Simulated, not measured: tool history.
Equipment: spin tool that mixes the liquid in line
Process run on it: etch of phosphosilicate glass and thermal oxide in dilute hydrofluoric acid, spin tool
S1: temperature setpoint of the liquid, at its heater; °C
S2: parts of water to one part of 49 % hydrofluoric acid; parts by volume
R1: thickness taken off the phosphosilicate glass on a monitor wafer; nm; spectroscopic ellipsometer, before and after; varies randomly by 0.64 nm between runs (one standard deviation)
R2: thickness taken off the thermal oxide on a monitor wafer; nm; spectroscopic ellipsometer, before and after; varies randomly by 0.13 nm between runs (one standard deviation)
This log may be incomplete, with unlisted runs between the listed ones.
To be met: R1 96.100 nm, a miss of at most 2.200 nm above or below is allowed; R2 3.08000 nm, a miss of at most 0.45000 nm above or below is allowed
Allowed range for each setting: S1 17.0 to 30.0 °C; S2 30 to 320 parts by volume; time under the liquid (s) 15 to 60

Run 1, hour 0.0: S1 22.0 °C, S2 175 parts by volume, time under the liquid (s) 30. Result: R1 23.201 nm, R2 0.71351 nm.
Run 2, hour 7.8: S1 22.0 °C, S2 220 parts by volume, time under the liquid (s) 30. Result: R1 17.608 nm, R2 0.56590 nm.
Run 3, hour 13.6: S1 22.0 °C, S2 220 parts by volume, time under the liquid (s) 20. Result: R1 11.692 nm, R2 0.38789 nm.
Run 4, hour 19.8: S1 24.0 °C, S2 165 parts by volume, time under the liquid (s) 25. Result: R1 22.228 nm, R2 0.71617 nm.
Run 5, hour 27.2: S1 25.5 °C, S2 125 parts by volume, time under the liquid (s) 30. Result: R1 38.975 nm, R2 1.32210 nm.
Run 6, hour 30.8: S1 26.5 °C, S2 100 parts by volume, time under the liquid (s) 30. Result: R1 52.080 nm, R2 1.68620 nm.
Run 7, hour 35.3: S1 27.5 °C, S2 85 parts by volume, time under the liquid (s) 30. Result: R1 64.657 nm, R2 1.90050 nm.
Run 8, hour 37.0: S1 28.5 °C, S2 40 parts by volume, time under the liquid (s) 30. Result: R1 152.580 nm, R2 5.07500 nm.
Run 9, hour 45.6: S1 26.0 °C, S2 45 parts by volume, time under the liquid (s) 30. Result: R1 123.190 nm, R2 3.95140 nm.
Run 10, hour 48.6: S1 26.0 °C, S2 50 parts by volume, time under the liquid (s) 30. Result: R1 108.600 nm, R2 3.46560 nm.
Run 11, hour 57.0: S1 26.0 °C, S2 50 parts by volume, time under the liquid (s) 30. Result: R1 108.870 nm, R2 3.63330 nm.

Exactly one of the 5 candidate moves below puts every result within its allowed miss. Which one?
Run A, hour 65.4: S1 21.5 °C, S2 45 parts by volume, time under the liquid (s) 30. Result: R1 ?, R2 ?.
Run B, hour 65.4: S1 30.0 °C, S2 75 parts by volume, time under the liquid (s) 35. Result: R1 ?, R2 ?.
Run C, hour 65.4: S1 24.0 °C, S2 55 parts by volume, time under the liquid (s) 30. Result: R1 ?, R2 ?.
Run D, hour 65.4: S1 28.5 °C, S2 30 parts by volume, time under the liquid (s) 15. Result: R1 ?, R2 ?.
Run E, hour 65.4: S1 25.5 °C, S2 30 parts by volume, time under the liquid (s) 15. Result: R1 ?, R2 ?.

move       R1       R2
   A  102.300  3.15130
   B   97.024  2.98890
   C   91.748  2.82640
   D  104.500  3.21920
   E   92.413  2.84680
A: closer than the last run, but not yet in spec
B: meets every target
C: the result that was furthest off in the last run now lies on the other side of its target
D: closer than the last run, but not yet in spec
E: the result that was furthest off in the last run now lies on the other side of its target
The move that meets every target is B.
